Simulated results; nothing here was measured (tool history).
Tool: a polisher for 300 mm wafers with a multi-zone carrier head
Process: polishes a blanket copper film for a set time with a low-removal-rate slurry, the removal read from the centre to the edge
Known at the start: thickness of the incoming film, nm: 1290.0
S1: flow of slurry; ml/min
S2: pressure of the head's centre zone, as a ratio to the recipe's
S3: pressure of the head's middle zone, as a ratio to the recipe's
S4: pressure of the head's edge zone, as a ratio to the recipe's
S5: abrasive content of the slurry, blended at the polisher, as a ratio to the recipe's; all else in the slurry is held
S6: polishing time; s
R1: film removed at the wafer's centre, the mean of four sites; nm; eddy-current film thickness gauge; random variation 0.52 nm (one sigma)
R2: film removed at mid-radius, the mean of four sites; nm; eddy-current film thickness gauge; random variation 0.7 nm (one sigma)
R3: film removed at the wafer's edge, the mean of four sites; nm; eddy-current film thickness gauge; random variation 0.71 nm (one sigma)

run 1 hour=0 | S1=180 S2=1 S3=1 S4=1 S5=1 S6=47 | R1=105.41 R2=104.87 R3=104.83
run 2 hour=2.6 | S1=175 S2=0.99 S3=1 S4=0.98 S5=0.95 S6=46 | R1=101.75 R2=99.786 R3=99.977
run 3 hour=4 | S1=170 S2=0.97 S3=1.01 S4=0.97 S5=0.9 S6=45 | R1=93.095 R2=98.615 R3=95.858
run 4 hour=7.3 | S1=170 S2=0.97 S3=1.01 S4=0.97 S5=0.9 S6=35 | R1=73.073 R2=76.184 R3=74.589
run 5 hour=10.9 | S1=165 S2=0.96 S3=1.01 S4=0.96 S5=0.9 S6=35 | R1=72.507 R2=75.545 R3=75.915
run 6 hour=19.7 | S1=165 S2=0.96 S3=0.96 S4=0.96 S5=0.9 S6=35 | R1=72.087 R2=71.837 R3=74.107
run 7 hour=22.9 | S1=160 S2=0.95 S3=0.96 S4=0.95 S5=0.9 S6=35 | R1=71.392 R2=73.99 R3=74.332
run 8 hour=31.6 | S1=160 S2=0.95 S3=0.96 S4=0.94 S5=0.9 S6=35 | R1=70.137 R2=71.948 R3=73.539
run 9 hour=32.6 | S1=160 S2=0.95 S3=0.96 S4=0.93 S5=0.9 S6=35 | R1=70.898 R2=72.661 R3=74.395
run 10 hour=38.5 | S1=160 S2=0.95 S3=0.97 S4=0.93 S5=0.85 S6=35 | R1=70.602 R2=72.707 R3=72.835
run 11 hour=41.8 | S1=155 S2=0.95 S3=0.97 S4=0.92 S5=0.85 S6=35 | R1=69.583 R2=71.986 R3=72.892
run 12 hour=46.2 | S1=155 S2=0.95 S3=0.98 S4=0.91 S5=0.8 S6=35 | R1=70.309 R2=71.718 R3=69.729
run 13 hour=47.1 | S1=155 S2=0.95 S3=0.98 S4=0.91 S5=0.8 S6=35 | R1=68.478 R2=71.672 R3=70.902

Forecast run 14:
run 14 hour=49.6 | S1=120 S2=0.92 S3=1.01 S4=0.86 S5=0.75 S6=35 | R1=? R2=? R3=?

R1: 62.77 nm
R2: 67.713 nm
R3: 64.02 nm
